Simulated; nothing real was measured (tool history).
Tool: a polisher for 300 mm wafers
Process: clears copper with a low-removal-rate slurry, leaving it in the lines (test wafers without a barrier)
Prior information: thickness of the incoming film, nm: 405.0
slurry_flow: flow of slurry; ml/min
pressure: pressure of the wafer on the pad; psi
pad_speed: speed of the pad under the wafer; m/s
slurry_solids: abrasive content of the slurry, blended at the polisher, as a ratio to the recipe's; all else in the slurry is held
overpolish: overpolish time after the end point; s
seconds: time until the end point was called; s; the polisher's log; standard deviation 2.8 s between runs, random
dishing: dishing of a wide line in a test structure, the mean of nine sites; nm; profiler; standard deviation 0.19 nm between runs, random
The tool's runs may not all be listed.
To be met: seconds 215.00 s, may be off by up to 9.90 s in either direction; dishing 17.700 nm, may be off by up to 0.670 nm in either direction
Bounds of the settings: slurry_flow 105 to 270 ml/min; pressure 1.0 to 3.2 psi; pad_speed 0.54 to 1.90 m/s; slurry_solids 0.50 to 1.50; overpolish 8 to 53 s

run 1 hour=0.0 | slurry_flow=175 pressure=2.1 pad_speed=1.22 slurry_solids=1.00 overpolish=27 | seconds=186.87 dishing=41.367
run 2 hour=5.2 | slurry_flow=180 pressure=1.9 pad_speed=1.24 slurry_solids=1.00 overpolish=22 | seconds=202.66 dishing=32.588
run 3 hour=11.4 | slurry_flow=185 pressure=1.8 pad_speed=1.26 slurry_solids=1.00 overpolish=18 | seconds=214.67 dishing=26.196
run 4 hour=13.7 | slurry_flow=185 pressure=1.8 pad_speed=1.26 slurry_solids=0.85 overpolish=18 | seconds=219.25 dishing=25.013
run 5 hour=21.1 | slurry_flow=185 pressure=1.8 pad_speed=1.26 slurry_solids=0.85 overpolish=22 | seconds=221.31 dishing=30.413
run 6 hour=29.3 | slurry_flow=185 pressure=1.8 pad_speed=1.06 slurry_solids=0.85 overpolish=22 | seconds=251.71 dishing=26.621
run 7 hour=32.9 | slurry_flow=235 pressure=1.9 pad_speed=0.92 slurry_solids=1.10 overpolish=9 | seconds=241.49 dishing=12.113
run 8 hour=36.1 | slurry_flow=185 pressure=2.5 pad_speed=0.94 slurry_solids=0.85 overpolish=9 | seconds=204.62 dishing=14.193
run 9 hour=43.3 | slurry_flow=170 pressure=2.5 pad_speed=0.96 slurry_solids=0.80 overpolish=10 | seconds=209.97 dishing=15.314
run 10 hour=52.2 | slurry_flow=160 pressure=2.5 pad_speed=0.98 slurry_solids=0.80 overpolish=10 | seconds=206.82 dishing=15.554
run 11 hour=53.8 | slurry_flow=155 pressure=2.5 pad_speed=1.00 slurry_solids=0.80 overpolish=11 | seconds=204.83 dishing=17.490
run 12 hour=56.1 | slurry_flow=150 pressure=2.5 pad_speed=1.00 slurry_solids=0.80 overpolish=11 | seconds=204.43 dishing=16.991

Next run, 4 choices. One meets every target within its allowed miss, the rest don't. Which?
run A hour=58.4 | slurry_flow=165 pressure=1.8 pad_speed=1.38 slurry_solids=0.70 overpolish=12 | seconds=? dishing=?
run B hour=58.4 | slurry_flow=150 pressure=2.2 pad_speed=0.98 slurry_solids=0.65 overpolish=15 | seconds=? dishing=?
run C hour=58.4 | slurry_flow=130 pressure=2.6 pad_speed=0.74 slurry_solids=1.00 overpolish=12 | seconds=? dishing=?
run D hour=58.4 | slurry_flow=135 pressure=2.4 pad_speed=1.08 slurry_solids=0.95 overpolish=12 | seconds=? dishing=?

move=A seconds=215.00 dishing=17.635
move=B seconds=242.80 dishing=19.484
move=C seconds=236.35 dishing=16.251
move=D seconds=195.58 dishing=19.398
A: in spec on every target
B: pushes the last run's worst result past its target
C: pushes the last run's worst result past its target
D: moves away from the targets compared with the last run
Answer: A

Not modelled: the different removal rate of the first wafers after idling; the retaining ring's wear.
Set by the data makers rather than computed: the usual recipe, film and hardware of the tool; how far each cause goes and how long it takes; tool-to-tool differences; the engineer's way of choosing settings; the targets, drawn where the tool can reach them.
